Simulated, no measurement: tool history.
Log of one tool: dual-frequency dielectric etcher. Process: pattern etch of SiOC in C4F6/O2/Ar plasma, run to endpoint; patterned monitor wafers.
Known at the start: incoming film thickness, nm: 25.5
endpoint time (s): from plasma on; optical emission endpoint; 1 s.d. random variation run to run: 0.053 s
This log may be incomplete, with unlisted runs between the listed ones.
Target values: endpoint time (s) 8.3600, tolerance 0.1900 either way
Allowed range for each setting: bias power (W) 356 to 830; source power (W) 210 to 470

Run 1, hour 0.0: bias power (W) 593, source power (W) 340. Result: endpoint time (s) 9.4594.
Run 2, hour 4.9: bias power (W) 492, source power (W) 340. Result: endpoint time (s) 10.6660.
Run 3, hour 8.9: bias power (W) 538, source power (W) 340. Result: endpoint time (s) 10.0060.
Run 4, hour 15.9: bias power (W) 471, source power (W) 340. Result: endpoint time (s) 10.8890.
Run 5, hour 24.6: bias power (W) 378, source power (W) 340. Result: endpoint time (s) 13.0390.
Run 6, hour 32.8: bias power (W) 378, source power (W) 380. Result: endpoint time (s) 12.3690.
Run 7, hour 40.2: bias power (W) 496, source power (W) 440. Result: endpoint time (s) 9.4456.
Run 8, hour 41.9: bias power (W) 517, source power (W) 440. Result: endpoint time (s) 9.2784.

Exercise: of the 4 proposed moves below, exactly one satisfies all targets within the stated allowed misses. Which move is it?
Run A, hour 43.6: bias power (W) 576, source power (W) 470. Result: endpoint time (s) ?.
Run B, hour 43.6: bias power (W) 594, source power (W) 390. Result: endpoint time (s) ?.
Run C, hour 43.6: bias power (W) 519, source power (W) 470. Result: endpoint time (s) ?.
Run D, hour 43.6: bias power (W) 511, source power (W) 470. Result: endpoint time (s) ?.

move  endpoint time (s)
   A             8.3874
   B             8.9083
   C             8.9534
   D             9.0435
A: meets every target
B: nearer than the last run, and not there yet
C: nearer than the last run, and not there yet
D: nearer than the last run, and not there yet
Answer: A
